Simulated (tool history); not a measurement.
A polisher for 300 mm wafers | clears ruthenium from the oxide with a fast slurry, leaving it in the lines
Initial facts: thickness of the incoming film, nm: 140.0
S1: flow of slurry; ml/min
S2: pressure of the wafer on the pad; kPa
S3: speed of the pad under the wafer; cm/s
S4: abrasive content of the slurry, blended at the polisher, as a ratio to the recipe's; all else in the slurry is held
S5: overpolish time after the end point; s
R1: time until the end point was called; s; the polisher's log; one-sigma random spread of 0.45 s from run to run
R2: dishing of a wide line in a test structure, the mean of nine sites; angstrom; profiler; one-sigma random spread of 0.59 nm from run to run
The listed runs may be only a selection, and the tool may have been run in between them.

run	hour	S1	S2	S3	S4	S5	R1	R2
1	0	210	11.7	122	1	11	49.162	190.02
2	8.1	210	11.7	122	0.85	11	52.549	185.72
3	10.6	210	11.7	148	0.85	11	43.637	208.78
4	14.3	210	13.1	148	0.85	11	39.986	222.38
5	15.9	165	13.1	148	0.85	11	41.095	209.22
6	23.8	165	13.1	148	1	11	37.515	228.16
7	27.1	165	13.8	148	1	11	36.871	237.28

Run 8 comes next. What will it give?
8	33.8	165	14.5	150	1	11	?	?

Run 8 gave R1 33.578 s, R2 242.17 angstrom.
